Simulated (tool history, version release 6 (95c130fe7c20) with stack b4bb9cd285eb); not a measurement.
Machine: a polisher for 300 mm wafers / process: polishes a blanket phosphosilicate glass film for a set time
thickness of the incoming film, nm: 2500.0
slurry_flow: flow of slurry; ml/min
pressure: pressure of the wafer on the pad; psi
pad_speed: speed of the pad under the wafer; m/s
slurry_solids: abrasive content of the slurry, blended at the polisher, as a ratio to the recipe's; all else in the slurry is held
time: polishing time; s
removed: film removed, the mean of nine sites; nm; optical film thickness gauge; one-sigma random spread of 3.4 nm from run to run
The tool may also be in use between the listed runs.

run,hour,slurry_flow,pressure,pad_speed,slurry_solids,time,removed
1,0.0,195,3.4,0.84,1.0,34,330.29
2,6.6,195,3.4,0.84,1.0,34,321.97
3,8.5,195,3.1,0.84,1.0,34,297.25
4,9.2,195,2.9,0.84,1.0,34,274.11
5,15.5,195,2.9,1.02,1.0,34,322.33
6,20.5,155,2.9,1.02,1.0,34,316.66
7,29.4,155,2.7,1.02,1.0,34,294.45

What will run 8 give?
8,31.7,155,2.5,1.02,1.0,34,?

removed: 280.01 nm
